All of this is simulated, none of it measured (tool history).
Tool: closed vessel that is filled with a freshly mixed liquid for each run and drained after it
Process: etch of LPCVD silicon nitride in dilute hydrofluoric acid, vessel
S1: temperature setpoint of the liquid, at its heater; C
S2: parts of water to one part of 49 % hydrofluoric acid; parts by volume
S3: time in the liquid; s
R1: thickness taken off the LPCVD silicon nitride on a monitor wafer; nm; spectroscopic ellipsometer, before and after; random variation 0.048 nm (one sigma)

{"run": 1, "hour": 0.0, "S1": 20, "S2": 115, "S3": 555, "R1": 1.8111}
{"run": 2, "hour": 4.8, "S1": 20, "S2": 115, "S3": 345, "R1": 1.1251}
{"run": 3, "hour": 8.2, "S1": 21.5, "S2": 95, "S3": 390, "R1": 1.7035}
{"run": 4, "hour": 16.4, "S1": 23, "S2": 80, "S3": 425, "R1": 2.4413}
{"run": 5, "hour": 21.5, "S1": 24, "S2": 65, "S3": 455, "R1": 3.4225}
{"run": 6, "hour": 30.3, "S1": 24, "S2": 105, "S3": 455, "R1": 2.1158}
{"run": 7, "hour": 35.4, "S1": 25, "S2": 85, "S3": 475, "R1": 2.9154}
{"run": 8, "hour": 42.2, "S1": 25.5, "S2": 70, "S3": 490, "R1": 3.7632}
{"run": 9, "hour": 46.0, "S1": 28, "S2": 20, "S3": 555, "R1": 17.105}

The next listed run, before its measurement:
{"run": 10, "hour": 48.0, "S1": 27, "S2": 20, "S3": 555, "R1": "?"}

Run 10 gave R1 15.996 nm.

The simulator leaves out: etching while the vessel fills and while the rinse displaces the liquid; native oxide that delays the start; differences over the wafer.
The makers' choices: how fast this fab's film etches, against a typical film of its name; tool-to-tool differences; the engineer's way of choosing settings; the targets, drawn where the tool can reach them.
